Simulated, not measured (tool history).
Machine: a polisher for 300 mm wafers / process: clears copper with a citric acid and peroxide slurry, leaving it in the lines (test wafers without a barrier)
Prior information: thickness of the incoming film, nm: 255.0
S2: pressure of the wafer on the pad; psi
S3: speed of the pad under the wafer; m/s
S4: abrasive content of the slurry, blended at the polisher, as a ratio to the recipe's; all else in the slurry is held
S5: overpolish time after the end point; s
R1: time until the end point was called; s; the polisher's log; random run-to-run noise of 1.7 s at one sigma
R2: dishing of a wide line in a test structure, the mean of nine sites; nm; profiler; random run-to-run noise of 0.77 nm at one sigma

{"run": 1, "hour": 0.0, "flow of slurry (ml/min)": 155, "S2": 4, "S3": 1.12, "S4": 1, "S5": 14, "R1": 62.358, "R2": 37.889}
{"run": 2, "hour": 6.5, "flow of slurry (ml/min)": 155, "S2": 4, "S3": 1.3, "S4": 1, "S5": 14, "R1": 54.724, "R2": 40.818}
{"run": 3, "hour": 12.1, "flow of slurry (ml/min)": 155, "S2": 4, "S3": 1.08, "S4": 1, "S5": 14, "R1": 65.391, "R2": 33.228}
{"run": 4, "hour": 16.4, "flow of slurry (ml/min)": 150, "S2": 3.4, "S3": 1.08, "S4": 1, "S5": 16, "R1": 74.022, "R2": 35.367}
{"run": 5, "hour": 24.5, "flow of slurry (ml/min)": 150, "S2": 2.9, "S3": 1.06, "S4": 1, "S5": 18, "R1": 80.331, "R2": 33.946}
{"run": 6, "hour": 30.2, "flow of slurry (ml/min)": 145, "S2": 2.6, "S3": 1, "S4": 1, "S5": 20, "R1": 95.748, "R2": 34.89}
{"run": 7, "hour": 31.3, "flow of slurry (ml/min)": 140, "S2": 2.4, "S3": 1, "S4": 1, "S5": 21, "R1": 103.63, "R2": 33.183}
{"run": 8, "hour": 32.6, "flow of slurry (ml/min)": 135, "S2": 2.4, "S3": 1, "S4": 1, "S5": 22, "R1": 102.43, "R2": 34.326}

Estimate the outcome of run 9 from the log above:
{"run": 9, "hour": 35.7, "flow of slurry (ml/min)": 130, "S2": 2.3, "S3": 1, "S4": 1, "S5": 23, "R1": "?", "R2": "?"}

Run 9 came out at R1 102.97 s, R2 34.66 nm.
